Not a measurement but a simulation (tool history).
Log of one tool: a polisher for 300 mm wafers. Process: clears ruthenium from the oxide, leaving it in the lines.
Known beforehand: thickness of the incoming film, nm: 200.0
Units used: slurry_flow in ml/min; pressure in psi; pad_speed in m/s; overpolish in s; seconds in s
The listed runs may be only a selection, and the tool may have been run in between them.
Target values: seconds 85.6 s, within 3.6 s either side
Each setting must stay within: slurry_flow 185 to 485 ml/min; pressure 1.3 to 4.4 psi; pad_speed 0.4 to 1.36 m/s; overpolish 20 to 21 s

run 1 day=0 | slurry_flow=310 pressure=2.8 pad_speed=0.88 overpolish=20 | seconds=135.81
run 2 day=0.062 | slurry_flow=255 pressure=2.8 pad_speed=0.88 overpolish=20 | seconds=139.94
run 3 day=0.129 | slurry_flow=260 pressure=3.2 pad_speed=0.88 overpolish=20 | seconds=123.91
run 4 day=0.208 | slurry_flow=325 pressure=3.2 pad_speed=0.88 overpolish=20 | seconds=116.92
run 5 day=0.317 | slurry_flow=340 pressure=3.4 pad_speed=0.88 overpolish=20 | seconds=114.4
run 6 day=0.562 | slurry_flow=340 pressure=3.7 pad_speed=0.88 overpolish=20 | seconds=103.52
run 7 day=0.646 | slurry_flow=340 pressure=3.9 pad_speed=0.88 overpolish=20 | seconds=97.712
run 8 day=0.996 | slurry_flow=340 pressure=4 pad_speed=0.88 overpolish=20 | seconds=95.936

Consider the 4 candidate settings below. Which is the only one whose results all fall within their allowed miss of target?
run A day=1.346 | slurry_flow=295 pressure=4 pad_speed=0.84 overpolish=20 | seconds=?
run B day=1.346 | slurry_flow=345 pressure=4 pad_speed=0.82 overpolish=20 | seconds=?
run C day=1.346 | slurry_flow=465 pressure=3.9 pad_speed=0.98 overpolish=20 | seconds=?
run D day=1.346 | slurry_flow=310 pressure=3.7 pad_speed=0.84 overpolish=21 | seconds=?

move=A seconds=101.33
move=B seconds=102.23
move=C seconds=86.29
move=D seconds=108.82
A: further off than the last run
B: further off than the last run
C: all results in spec
D: further off than the last run
Correct choice: C, which meets every target
